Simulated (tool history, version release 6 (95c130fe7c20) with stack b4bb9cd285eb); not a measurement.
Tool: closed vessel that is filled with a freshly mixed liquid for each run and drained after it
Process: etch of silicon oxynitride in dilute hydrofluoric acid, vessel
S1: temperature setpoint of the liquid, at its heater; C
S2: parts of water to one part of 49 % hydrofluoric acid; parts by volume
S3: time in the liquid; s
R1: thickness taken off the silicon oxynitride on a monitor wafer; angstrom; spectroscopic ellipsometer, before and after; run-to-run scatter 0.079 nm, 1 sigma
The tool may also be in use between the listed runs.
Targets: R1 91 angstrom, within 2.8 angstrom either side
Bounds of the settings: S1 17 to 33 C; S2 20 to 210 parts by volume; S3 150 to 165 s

| run | hour | S1 | S2 | S3 | R1 |
|---|---|---|---|---|---|
| 1 | 0 | 25 | 115 | 150 | 68.483 |
| 2 | 7.6 | 25 | 145 | 150 | 52.524 |
| 3 | 14.9 | 22 | 145 | 150 | 45.624 |
| 4 | 24.1 | 22 | 145 | 150 | 45.513 |
| 5 | 32.8 | 22 | 145 | 150 | 45.844 |
| 6 | 40.9 | 22 | 145 | 150 | 45.34 |
| 7 | 42.1 | 25.5 | 135 | 150 | 57.992 |
| 8 | 49.8 | 28 | 130 | 150 | 67.91 |
| 9 | 54.5 | 29.5 | 125 | 150 | 75.109 |
| 10 | 61.2 | 30.5 | 125 | 150 | 79.533 |

Of the 5 settings listed for the next run, only one would bring every result within its allowed miss of target. Which one?
| A | 67.9 | 27 | 100 | 165 | ? |
| B | 67.9 | 31 | 115 | 165 | ? |
| C | 67.9 | 31.5 | 120 | 165 | ? |
| D | 67.9 | 29.5 | 110 | 165 | ? |
| E | 67.9 | 28 | 110 | 165 | ? |

| move | R1 |
|---|---|
| A | 95.526 |
| B | 97.993 |
| C | 95.491 |
| D | 96.344 |
| E | 90.054 |
A: the result that was furthest off in the last run now lies on the other side of its target
B: the result that was furthest off in the last run now lies on the other side of its target
C: the result that was furthest off in the last run now lies on the other side of its target
D: the result that was furthest off in the last run now lies on the other side of its target
E: all results in spec
The move that meets every target is E.
